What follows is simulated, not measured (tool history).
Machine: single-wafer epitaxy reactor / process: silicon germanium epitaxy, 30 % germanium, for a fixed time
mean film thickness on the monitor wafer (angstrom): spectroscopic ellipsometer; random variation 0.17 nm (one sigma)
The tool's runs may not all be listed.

| run | day | wafer temperature setpoint (pyrometer-controlled) (K) | chamber pressure (Torr) | mean film thickness on the monitor wafer (angstrom) |
|---|---|---|---|---|
| 1 | 0 | 878.15 | 20.2 | 672.06 |
| 2 | 0.258 | 878.15 | 23.3 | 714.91 |
| 3 | 0.283 | 870.15 | 22.6 | 602.19 |
| 4 | 0.438 | 879.15 | 22.6 | 722.83 |
| 5 | 0.792 | 871.15 | 22.4 | 611.23 |
| 6 | 1.142 | 871.15 | 24.2 | 629.56 |
| 7 | 1.404 | 859.15 | 21.8 | 470.63 |
| 8 | 1.762 | 858.15 | 21.8 | 461.06 |

Run 9, settings as shown, results not yet in. Your forecast:
|  | 1.896 | capacitance manometer re-zeroed and calibrated |
| 9 | 1.896 | 857.15 | 21.8 | ? |

{"run 9": {"mean film thickness on the monitor wafer (angstrom)": 462.37}}
